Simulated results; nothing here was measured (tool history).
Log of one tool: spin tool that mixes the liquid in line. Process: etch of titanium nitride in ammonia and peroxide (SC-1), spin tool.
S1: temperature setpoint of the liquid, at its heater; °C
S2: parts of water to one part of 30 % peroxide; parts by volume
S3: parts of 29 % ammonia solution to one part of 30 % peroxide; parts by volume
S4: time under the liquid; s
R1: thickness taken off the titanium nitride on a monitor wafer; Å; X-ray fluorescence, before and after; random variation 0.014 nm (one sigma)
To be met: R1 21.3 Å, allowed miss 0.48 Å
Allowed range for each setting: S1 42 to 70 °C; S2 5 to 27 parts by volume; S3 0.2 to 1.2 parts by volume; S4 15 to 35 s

run,day,S1,S2,S3,S4,R1
1,0,58,15,0.9,35,30.786
2,0.15,58,19.5,0.9,35,26.974
3,0.283,58,19.5,1.1,35,27.498
4,0.379,57.5,19.5,1.1,35,26.872
5,0.725,57,19.5,1.1,35,26.545
6,0.838,56.5,19.5,1.1,35,25.311
7,1.088,56,19.5,1.1,35,24.452
8,1.162,55.5,19.5,1.1,35,23.819
9,1.538,54.5,19.5,1.1,35,22.097

Which of these 5 next moves meets every target?
A,1.912,55.5,21.5,1,35,?
B,1.912,54.5,21,1.1,35,?
C,1.912,54.5,19.5,1.2,35,?
D,1.912,56.5,24.5,1.05,35,?
E,1.912,54.5,17.5,0.9,35,?

move,R1
A,22.145
B,21.315
C,22.518
D,22.227
E,22.737
A: moves away from the targets compared with the last run
B: all results in spec
C: moves away from the targets compared with the last run
D: moves away from the targets compared with the last run
E: moves away from the targets compared with the last run
Move B is the one to make.
